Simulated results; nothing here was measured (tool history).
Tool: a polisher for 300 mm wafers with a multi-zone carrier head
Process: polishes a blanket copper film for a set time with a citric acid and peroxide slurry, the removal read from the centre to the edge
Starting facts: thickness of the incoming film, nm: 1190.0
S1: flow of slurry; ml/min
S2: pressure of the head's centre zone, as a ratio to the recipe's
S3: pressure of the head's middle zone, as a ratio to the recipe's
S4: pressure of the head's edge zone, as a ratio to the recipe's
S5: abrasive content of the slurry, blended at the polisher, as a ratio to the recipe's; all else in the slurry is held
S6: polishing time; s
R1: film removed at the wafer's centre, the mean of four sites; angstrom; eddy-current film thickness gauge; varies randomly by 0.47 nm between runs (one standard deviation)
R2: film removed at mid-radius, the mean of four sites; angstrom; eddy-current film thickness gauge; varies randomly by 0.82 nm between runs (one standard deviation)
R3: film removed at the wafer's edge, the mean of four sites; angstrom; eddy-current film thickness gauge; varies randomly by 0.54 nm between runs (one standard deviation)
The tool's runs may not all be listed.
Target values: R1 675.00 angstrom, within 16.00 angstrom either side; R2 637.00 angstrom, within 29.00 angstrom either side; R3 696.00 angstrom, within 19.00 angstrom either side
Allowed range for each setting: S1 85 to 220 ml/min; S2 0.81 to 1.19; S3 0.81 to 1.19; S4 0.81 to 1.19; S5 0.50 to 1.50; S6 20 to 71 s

run	hour	S1	S2	S3	S4	S5	S6	R1	R2	R3
1	0.0	140	1.00	1.00	1.00	1.00	45	1150.90	1142.80	1152.20
2	8.9	130	0.98	0.95	0.96	0.85	41	965.02	941.14	983.33
3	12.8	125	0.97	0.92	0.92	0.75	38	872.04	815.45	863.22
4	14.7	155	0.97	0.92	0.92	0.75	38	911.67	837.85	893.36
5	17.2	140	0.94	0.90	0.89	0.65	37	811.39	771.90	809.70
6	19.6	130	0.92	0.87	0.87	0.60	37	762.59	752.53	787.96
7	23.9	125	0.92	0.85	0.87	0.55	36	723.63	680.17	747.78
8	27.5	115	0.92	0.84	0.85	0.55	36	706.98	666.97	722.32
9	33.1	115	0.92	0.84	0.85	0.55	36	717.97	675.83	721.15
10	40.9	105	0.91	0.83	0.85	0.55	36	689.42	643.84	714.26

Below are 4 possible settings for the next run. Only one of them brings all results inside the allowed miss of their targets. Which is it?
A	48.7	85	0.88	0.83	0.86	0.65	37	?	?	?
B	48.7	90	0.94	0.83	0.87	0.55	38	?	?	?
C	48.7	90	0.92	0.81	0.91	0.50	37	?	?	?
D	48.7	90	0.93	0.83	0.81	0.50	37	?	?	?

move	R1	R2	R3
A	655.73	666.20	743.72
B	707.62	670.58	748.54
C	660.32	627.41	728.90
D	667.65	639.65	691.64
A: its largest miss is bigger than the last run's
B: its largest miss is bigger than the last run's
C: its largest miss is bigger than the last run's
D: each result inside its tolerance
D is the move that brings every result within its allowed miss.
